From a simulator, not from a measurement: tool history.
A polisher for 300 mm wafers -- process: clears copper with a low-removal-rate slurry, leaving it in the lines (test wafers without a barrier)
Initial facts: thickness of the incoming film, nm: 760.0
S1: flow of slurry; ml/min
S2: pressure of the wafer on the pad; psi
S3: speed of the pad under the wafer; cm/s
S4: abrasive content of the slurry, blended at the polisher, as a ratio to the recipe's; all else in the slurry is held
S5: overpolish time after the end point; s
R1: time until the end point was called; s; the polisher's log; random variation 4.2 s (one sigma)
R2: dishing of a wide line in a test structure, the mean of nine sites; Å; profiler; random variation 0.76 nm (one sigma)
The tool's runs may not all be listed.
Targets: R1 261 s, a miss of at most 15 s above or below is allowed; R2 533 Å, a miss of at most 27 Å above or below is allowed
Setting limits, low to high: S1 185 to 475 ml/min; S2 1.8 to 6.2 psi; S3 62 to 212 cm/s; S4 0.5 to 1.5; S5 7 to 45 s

{"run": 1, "hour": 0.0, "S1": 305, "S2": 4, "S3": 136, "S4": 1, "S5": 23, "R1": 129.09, "R2": 712.55}
{"run": 2, "hour": 1.0, "S1": 305, "S2": 4, "S3": 136, "S4": 0.9, "S5": 23, "R1": 131.83, "R2": 702.5}
{"run": 3, "hour": 4.1, "S1": 305, "S2": 4, "S3": 136, "S4": 0.7, "S5": 23, "R1": 138.46, "R2": 664.71}
{"run": 4, "hour": 7.4, "S1": 305, "S2": 4, "S3": 136, "S4": 0.55, "S5": 23, "R1": 150.6, "R2": 638.7}
{"run": 5, "hour": 15.5, "S1": 230, "S2": 4, "S3": 136, "S4": 0.55, "S5": 23, "R1": 156.54, "R2": 627.78}
{"run": 6, "hour": 19.3, "S1": 230, "S2": 3.6, "S3": 134, "S4": 0.55, "S5": 25, "R1": 173.94, "R2": 608.51}
{"run": 7, "hour": 27.7, "S1": 230, "S2": 3.3, "S3": 132, "S4": 0.55, "S5": 27, "R1": 190.05, "R2": 620.56}
{"run": 8, "hour": 35.3, "S1": 230, "S2": 3, "S3": 132, "S4": 0.55, "S5": 27, "R1": 204.75, "R2": 561.23}
{"run": 9, "hour": 39.9, "S1": 230, "S2": 2.8, "S3": 130, "S4": 0.55, "S5": 28, "R1": 223.47, "R2": 554.21}
{"run": 10, "hour": 47.7, "S1": 230, "S2": 2.7, "S3": 130, "S4": 0.55, "S5": 29, "R1": 225.32, "R2": 540.5}
{"run": 11, "hour": 49.5, "S1": 230, "S2": 2.6, "S3": 128, "S4": 0.55, "S5": 30, "R1": 229.15, "R2": 540.44}
{"run": 12, "hour": 52.6, "S1": 225, "S2": 2.5, "S3": 128, "S4": 0.55, "S5": 31, "R1": 237.03, "R2": 537.7}

Which one of the following 4 next-run settings gets every result inside its allowed miss? There is exactly one.
{"run": "A", "hour": 55.7, "S1": 185, "S2": 2.2, "S3": 118, "S4": 0.5, "S5": 33, "R1": "?", "R2": "?"}
{"run": "B", "hour": 55.7, "S1": 210, "S2": 2.2, "S3": 106, "S4": 0.6, "S5": 39, "R1": "?", "R2": "?"}
{"run": "C", "hour": 55.7, "S1": 185, "S2": 2, "S3": 110, "S4": 0.85, "S5": 39, "R1": "?", "R2": "?"}
{"run": "D", "hour": 55.7, "S1": 185, "S2": 2.8, "S3": 98, "S4": 0.6, "S5": 33, "R1": "?", "R2": "?"}

move=A R1=298 R2=483.9
move=B R1=295.16 R2=546.84
move=C R1=286.16 R2=551.26
move=D R1=258.22 R2=549.92
A: takes the result that was furthest off past its target
B: takes the result that was furthest off past its target
C: takes the result that was furthest off past its target
D: meets every target
Go with D: it meets all targets.

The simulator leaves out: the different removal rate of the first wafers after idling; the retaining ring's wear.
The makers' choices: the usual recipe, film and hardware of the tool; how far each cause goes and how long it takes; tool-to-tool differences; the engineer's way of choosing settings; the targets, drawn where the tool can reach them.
